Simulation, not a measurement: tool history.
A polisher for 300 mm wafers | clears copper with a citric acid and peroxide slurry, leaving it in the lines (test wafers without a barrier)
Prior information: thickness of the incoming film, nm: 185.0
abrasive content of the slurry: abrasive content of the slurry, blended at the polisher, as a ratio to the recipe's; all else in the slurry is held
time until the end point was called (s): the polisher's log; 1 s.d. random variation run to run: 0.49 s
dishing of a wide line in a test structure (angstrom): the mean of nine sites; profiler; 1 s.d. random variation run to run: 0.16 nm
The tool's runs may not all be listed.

run  hour  flow of slurry (ml/min)  pressure of the wafer on the pad (psi)  speed of the pad under the wafer (cm/s)  abrasive content of the slurry  overpolish time after the end point (s)  time until the end point was called (s)  dishing of a wide line in a test structure (angstrom)
  1   0.0                      280                                     2.4                                      134                            1.00                                       12                                   82.477                                                 181.63
  2   7.3                      305                                     2.4                                      134                            1.00                                       12                                   83.552                                                 182.95
  3  13.4                      265                                     2.4                                      134                            1.00                                       12                                   84.260                                                 174.75
  4  21.3                      265                                     2.4                                      120                            1.00                                       12                                   94.060                                                 158.93
  5  25.4                      235                                     2.8                                      126                            1.05                                       10                                   78.234                                                 158.64
  6  27.5                      260                                     2.8                                      126                            1.05                                       10                                   77.965                                                 165.24
  7  34.3                      235                                     2.9                                      144                            0.90                                        8                                   68.119                                                 150.26
     41.6  -- slurry nozzle cleaned
  8  41.6                      215                                     3.1                                      154                            0.80                                        7                                   58.815                                                 147.18
  9  48.4                      220                                     3.3                                      156                            0.75                                        6                                   55.702                                                 135.11
 10  49.7                      220                                     3.4                                      160                            0.70                                        6                                   52.444                                                 139.26
 11  56.7                      220                                     3.5                                      162                            0.65                                        6                                   51.904                                                 147.74

Predict the results of run 12:
 12  59.8                      220                                     3.6                                      164                            0.65                                        5                                        ?                                                      ?

{"run 12": {"time until the end point was called (s)": 50.148, "dishing of a wide line in a test structure (angstrom)": 126.3}}

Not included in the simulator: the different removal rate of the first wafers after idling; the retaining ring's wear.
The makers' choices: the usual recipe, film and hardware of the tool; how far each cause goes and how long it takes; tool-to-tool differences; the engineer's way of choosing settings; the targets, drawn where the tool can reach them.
